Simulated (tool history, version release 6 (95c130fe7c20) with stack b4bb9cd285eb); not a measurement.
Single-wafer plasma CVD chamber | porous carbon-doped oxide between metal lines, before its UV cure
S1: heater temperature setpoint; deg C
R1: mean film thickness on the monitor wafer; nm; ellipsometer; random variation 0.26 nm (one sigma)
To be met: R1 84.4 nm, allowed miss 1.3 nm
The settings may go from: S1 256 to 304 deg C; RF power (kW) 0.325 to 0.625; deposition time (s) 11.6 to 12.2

run 1 hour=0 | S1=280 RF_power_(kW)=0.475 deposition_time_(s)=12.2 | R1=72.467
run 2 hour=2.3 | S1=280 RF_power_(kW)=0.53 deposition_time_(s)=12.2 | R1=78.983
run 3 hour=9.1 | S1=278 RF_power_(kW)=0.53 deposition_time_(s)=12.2 | R1=79.285
run 4 hour=13.9 | S1=275 RF_power_(kW)=0.53 deposition_time_(s)=12.2 | R1=80.514
run 5 hour=16.3 | S1=273 RF_power_(kW)=0.53 deposition_time_(s)=12.2 | R1=81.937
run 6 hour=20.7 | S1=273 RF_power_(kW)=0.53 deposition_time_(s)=11.6 | R1=77.988
run 7 hour=25.6 | S1=270 RF_power_(kW)=0.53 deposition_time_(s)=11.6 | R1=79.068
run 8 hour=29.9 | S1=267 RF_power_(kW)=0.53 deposition_time_(s)=11.6 | R1=80.257

5 next moves are on the table. One of them brings every result within its allowed miss. Which?
run A hour=34.2 | S1=274 RF_power_(kW)=0.54 deposition_time_(s)=12.1 | R1=?
run B hour=34.2 | S1=257 RF_power_(kW)=0.445 deposition_time_(s)=11.6 | R1=?
run C hour=34.2 | S1=259 RF_power_(kW)=0.49 deposition_time_(s)=11.7 | R1=?
run D hour=34.2 | S1=261 RF_power_(kW)=0.485 deposition_time_(s)=11.7 | R1=?
run E hour=34.2 | S1=264 RF_power_(kW)=0.53 deposition_time_(s)=11.9 | R1=?

move=A R1=81.719
move=B R1=75.34
move=C R1=80.653
move=D R1=79.107
move=E R1=84.117
A: nearer than the last run, and not there yet
B: further off than the last run
C: nearer than the last run, and not there yet
D: further off than the last run
E: meets every target
Move E is the one to make.
